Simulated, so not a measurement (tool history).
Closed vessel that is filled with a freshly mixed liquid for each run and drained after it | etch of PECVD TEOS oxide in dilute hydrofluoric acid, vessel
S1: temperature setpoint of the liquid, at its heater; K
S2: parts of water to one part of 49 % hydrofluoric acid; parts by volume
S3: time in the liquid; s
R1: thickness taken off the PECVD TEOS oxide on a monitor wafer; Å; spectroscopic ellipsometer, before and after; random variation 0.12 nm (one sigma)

run	day	S1	S2	S3	R1
1	0	294.15	225	145	147.73
2	0.083	293.15	230	145	138.5
3	0.154	296.15	230	145	157.77
4	0.446	296.15	160	145	239.3
5	0.492	293.65	160	145	221.03
6	0.554	292.65	185	145	180.08
7	0.658	292.15	200	145	160.98
8	0.812	291.65	210	145	146.09

Estimate the outcome of run 9 from the log above:
9	0.9	291.65	210	145	?

{"run 9": {"R1": 145.41}}
